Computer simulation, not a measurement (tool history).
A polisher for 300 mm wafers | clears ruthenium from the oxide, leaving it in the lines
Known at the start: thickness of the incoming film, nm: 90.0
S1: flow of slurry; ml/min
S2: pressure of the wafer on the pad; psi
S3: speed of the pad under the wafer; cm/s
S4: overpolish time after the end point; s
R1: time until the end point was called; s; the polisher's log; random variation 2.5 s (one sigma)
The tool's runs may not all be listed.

run,day,S1,S2,S3,S4,R1
1,0,135,2.6,106,40,79.58
2,0.167,135,3.2,106,40,65.195
3,0.271,135,2.8,106,40,72.8
4,0.442,135,3.1,106,40,63.443
5,0.629,135,2.7,106,40,75.131
6,0.958,135,2.3,106,40,89.798
7,1.329,135,2.2,106,40,92.15

Forecast run 8:
8,1.458,135,2.1,106,40,?

{"run 8": {"R1": 98.718}}

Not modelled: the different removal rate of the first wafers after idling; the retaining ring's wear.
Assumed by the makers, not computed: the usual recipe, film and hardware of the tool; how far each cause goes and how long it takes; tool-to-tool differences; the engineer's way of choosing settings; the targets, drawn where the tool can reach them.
